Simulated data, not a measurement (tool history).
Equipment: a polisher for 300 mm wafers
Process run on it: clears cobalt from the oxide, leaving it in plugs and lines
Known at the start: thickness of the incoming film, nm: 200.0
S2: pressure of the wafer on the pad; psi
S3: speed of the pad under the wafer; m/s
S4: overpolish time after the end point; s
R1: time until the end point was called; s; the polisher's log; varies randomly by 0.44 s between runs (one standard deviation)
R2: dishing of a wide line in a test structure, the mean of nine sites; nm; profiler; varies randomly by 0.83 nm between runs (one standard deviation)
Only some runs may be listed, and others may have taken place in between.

Run 1, day 0.000: flow of slurry (ml/min) 285, S2 2.0 psi, S3 0.78 m/s, S4 27 s. Result: R1 56.497 s, R2 48.308 nm.
Run 2, day 0.371: flow of slurry (ml/min) 285, S2 2.4 psi, S3 0.78 m/s, S4 27 s. Result: R1 48.002 s, R2 52.766 nm.
Run 3, day 0.721: flow of slurry (ml/min) 285, S2 2.6 psi, S3 0.80 m/s, S4 25 s. Result: R1 42.779 s, R2 51.192 nm.
Run 4, day 1.050: flow of slurry (ml/min) 285, S2 2.7 psi, S3 0.80 m/s, S4 26 s. Result: R1 42.590 s, R2 53.299 nm.
Run 5, day 1.179: flow of slurry (ml/min) 285, S2 2.7 psi, S3 0.80 m/s, S4 19 s. Result: R1 42.241 s, R2 46.683 nm.
Run 6, day 1.408: flow of slurry (ml/min) 285, S2 2.7 psi, S3 0.70 m/s, S4 19 s. Result: R1 47.960 s, R2 44.467 nm.
Run 7, day 1.612: flow of slurry (ml/min) 285, S2 2.8 psi, S3 0.74 m/s, S4 21 s. Result: R1 43.314 s, R2 47.804 nm.
Run 8, day 1.858: flow of slurry (ml/min) 285, S2 2.9 psi, S3 0.76 m/s, S4 22 s. Result: R1 41.717 s, R2 50.288 nm.

Estimate the outcome of run 9 from the log above:
Run 9, day 2.125: flow of slurry (ml/min) 285, S2 3.0 psi, S3 0.80 m/s, S4 23 s. Result: R1 ?, R2 ?.

R1: 37.074 s
R2: 53.772 nm

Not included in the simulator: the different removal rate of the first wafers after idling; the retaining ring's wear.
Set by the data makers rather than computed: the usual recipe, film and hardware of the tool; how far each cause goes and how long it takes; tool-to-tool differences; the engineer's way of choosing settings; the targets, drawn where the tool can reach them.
